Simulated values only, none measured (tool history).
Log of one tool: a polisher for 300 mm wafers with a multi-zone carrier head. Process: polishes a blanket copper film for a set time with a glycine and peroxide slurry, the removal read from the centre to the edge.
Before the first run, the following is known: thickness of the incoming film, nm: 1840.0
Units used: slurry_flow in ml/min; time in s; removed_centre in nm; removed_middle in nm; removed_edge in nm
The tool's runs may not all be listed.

run	hour	slurry_flow	centre_zone	middle_zone	edge_zone	time	removed_centre	removed_middle	removed_edge
1	0	150	1	1	1	45	239.72	241.49	248.18
2	3.8	155	0.99	1	1.02	47	249.52	252.77	259.68
3	12.4	155	1.06	1	1.02	47	270.62	252.21	263.9
4	18.5	155	1.06	1.04	1.02	47	269.61	264.69	257.49
# hour 24: slurry nozzle cleaned
5	24	180	1.06	1.04	1.02	47	309.18	290.7	278.09
6	26.1	180	1.06	1.04	0.96	47	314.04	296.39	275.01
7	32.4	185	1.03	1.02	0.98	49	312.39	304.29	288.44
8	33	190	1.01	1	1	50	317.31	309.01	299.26
9	35.5	195	0.99	0.98	1.02	51	320.26	307.54	304.92

Forecast run 10:
10	37.5	195	0.97	0.97	1.04	53	?	?	?

Run 10 measured removed_centre 323.68 nm, removed_middle 318.85 nm, removed_edge 325.7 nm.
